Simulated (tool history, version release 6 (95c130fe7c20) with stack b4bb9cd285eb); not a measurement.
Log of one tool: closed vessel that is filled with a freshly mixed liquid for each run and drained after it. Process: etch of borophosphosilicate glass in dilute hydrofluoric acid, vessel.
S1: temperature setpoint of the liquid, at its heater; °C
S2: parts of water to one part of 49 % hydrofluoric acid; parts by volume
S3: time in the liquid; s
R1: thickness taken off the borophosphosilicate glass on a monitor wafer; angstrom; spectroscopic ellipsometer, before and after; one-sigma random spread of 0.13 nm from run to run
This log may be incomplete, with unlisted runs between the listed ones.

run 1 hour=0 | S1=26 S2=280 S3=360 | R1=473.49
run 2 hour=7.4 | S1=25 S2=285 S3=360 | R1=449.37
run 3 hour=11.7 | S1=24 S2=290 S3=360 | R1=425.61
run 4 hour=20.3 | S1=23 S2=295 S3=360 | R1=403.61
run 5 hour=25.9 | S1=23 S2=210 S3=360 | R1=616.23
run 6 hour=27.9 | S1=21.5 S2=210 S3=360 | R1=579.27

Run 7, settings as shown, results not yet in. Your forecast:
-- hour=34.2 hydrofluoric acid flow meter replaced
run 7 hour=34.2 | S1=18 S2=320 S3=360 | R1=?

R1: 265.29 angstrom
